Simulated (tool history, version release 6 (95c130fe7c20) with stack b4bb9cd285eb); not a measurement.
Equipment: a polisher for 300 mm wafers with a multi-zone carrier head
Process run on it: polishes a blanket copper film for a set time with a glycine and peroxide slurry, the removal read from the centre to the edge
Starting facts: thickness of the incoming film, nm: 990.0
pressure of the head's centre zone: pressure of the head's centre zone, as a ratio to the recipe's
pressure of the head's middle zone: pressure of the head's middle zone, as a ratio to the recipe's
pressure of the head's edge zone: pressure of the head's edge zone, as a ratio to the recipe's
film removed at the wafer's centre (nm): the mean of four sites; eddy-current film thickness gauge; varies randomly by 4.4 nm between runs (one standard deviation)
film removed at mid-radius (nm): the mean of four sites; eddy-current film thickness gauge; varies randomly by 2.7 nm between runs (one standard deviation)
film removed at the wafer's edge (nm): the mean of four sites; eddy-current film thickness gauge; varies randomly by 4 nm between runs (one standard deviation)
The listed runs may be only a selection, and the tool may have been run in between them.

run  hour  flow of slurry (ml/min)  pressure of the head's centre zone  pressure of the head's middle zone  pressure of the head's edge zone  polishing time (s)  film removed at the wafer's centre (nm)  film removed at mid-radius (nm)  film removed at the wafer's edge (nm)
  1     0                      225                                   1                                   1                                 1                  82                                   323.11                            311.5                                 315.65
  2   3.8                      225                                   1                                   1                                 1                  64                                   247.33                           243.18                                 247.88
  3  11.5                      230                                1.02                                1.01                              1.02                  68                                   268.19                           260.15                                 263.11
  4  13.5                      235                                1.03                                1.02                              1.03                  72                                   289.53                           281.05                                 284.26
  5  19.6                      245                                1.05                                1.03                              1.05                  74                                   307.21                           289.75                                 295.75
  6  28.2                      245                                1.05                                1.03                               1.1                  74                                   305.77                           288.59                                 301.01
  7  36.4                      250                                1.06                                1.04                              1.11                  76                                   317.59                           304.78                                 312.08
  8  41.7                      255                                1.07                                1.05                              1.12                  78                                    329.7                           315.19                                 323.85
  9  50.5                      260                                1.08                                1.06                              1.13                  80                                   343.07                            326.5                                 330.01
 10  55.2                      265                                1.09                                1.06                              1.14                  82                                   349.67                           333.46                                 344.63
 11  58.4                      265                                 1.1                                1.07                              1.14                  84                                   363.44                           342.89                                  351.1
 12  61.1                      270                                1.11                                1.08                              1.14                  85                                   377.46                           351.14                                 364.68
 13  63.6                      275                                1.12                                1.09                              1.13                  86                                   378.75                           361.47                                 361.27
 14  66.3                      275                                1.13                                1.09                              1.13                  87                                   395.12                           362.41                                 369.41

For run 15, what comes out?
 15  67.5                      280                                1.14                                 1.1                              1.13                  88                                        ?                                ?                                      ?

film removed at the wafer's centre (nm): 398.86
film removed at mid-radius (nm): 373.59
film removed at the wafer's edge (nm): 361.24
